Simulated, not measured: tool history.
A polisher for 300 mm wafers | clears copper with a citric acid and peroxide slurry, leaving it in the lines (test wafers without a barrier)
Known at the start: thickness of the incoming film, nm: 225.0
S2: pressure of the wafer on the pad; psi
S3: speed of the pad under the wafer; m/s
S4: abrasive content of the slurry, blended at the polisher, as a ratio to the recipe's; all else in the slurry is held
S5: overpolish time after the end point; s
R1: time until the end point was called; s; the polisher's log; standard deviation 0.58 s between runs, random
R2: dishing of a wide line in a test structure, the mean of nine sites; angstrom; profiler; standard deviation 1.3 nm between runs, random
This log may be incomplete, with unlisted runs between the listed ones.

Run 1, hour 0: flow of slurry (ml/min) 170, S2 3.2 psi, S3 1.36 m/s, S4 1, S5 15 s. Result: R1 64.102 s, R2 347.85 angstrom.
Run 2, hour 6.4: flow of slurry (ml/min) 170, S2 3.2 psi, S3 1.36 m/s, S4 1.1, S5 15 s. Result: R1 63.548 s, R2 366.58 angstrom.
Run 3, hour 12.9: flow of slurry (ml/min) 185, S2 3.2 psi, S3 1.36 m/s, S4 1.1, S5 15 s. Result: R1 62.52 s, R2 347.7 angstrom.
Run 4, hour 13.5: flow of slurry (ml/min) 175, S2 3.6 psi, S3 1.38 m/s, S4 1.1, S5 16 s. Result: R1 55.418 s, R2 424.08 angstrom.
Run 5, hour 20.4: flow of slurry (ml/min) 175, S2 3.6 psi, S3 1.1 m/s, S4 1.1, S5 16 s. Result: R1 67.396 s, R2 357.33 angstrom.
Run 6, hour 25.2: flow of slurry (ml/min) 175, S2 3.6 psi, S3 1.1 m/s, S4 1, S5 16 s. Result: R1 70.633 s, R2 355.28 angstrom.
Run 7, hour 28.2: flow of slurry (ml/min) 175, S2 4 psi, S3 1.16 m/s, S4 1, S5 17 s. Result: R1 61.03 s, R2 429.52 angstrom.
Run 8, hour 34.5: flow of slurry (ml/min) 175, S2 4.3 psi, S3 1.22 m/s, S4 1, S5 17 s. Result: R1 53.193 s, R2 463.79 angstrom.
Run 9, hour 40.9: flow of slurry (ml/min) 175, S2 4.5 psi, S3 1.26 m/s, S4 1, S5 18 s. Result: R1 49.815 s, R2 521.07 angstrom.
Run 10, hour 46.3: flow of slurry (ml/min) 175, S2 4.7 psi, S3 1.28 m/s, S4 1, S5 19 s. Result: R1 48.346 s, R2 577.88 angstrom.
Run 11, hour 49.6: flow of slurry (ml/min) 175, S2 4.8 psi, S3 1.32 m/s, S4 1, S5 19 s. Result: R1 44.365 s, R2 603.64 angstrom.

What does the tool deliver on the next run?
Run 12, hour 51.4: flow of slurry (ml/min) 175, S2 4.9 psi, S3 1.32 m/s, S4 1, S5 19 s. Result: R1 ?, R2 ?.

{"run 12": {"R1": 43.958, "R2": 593.03}}

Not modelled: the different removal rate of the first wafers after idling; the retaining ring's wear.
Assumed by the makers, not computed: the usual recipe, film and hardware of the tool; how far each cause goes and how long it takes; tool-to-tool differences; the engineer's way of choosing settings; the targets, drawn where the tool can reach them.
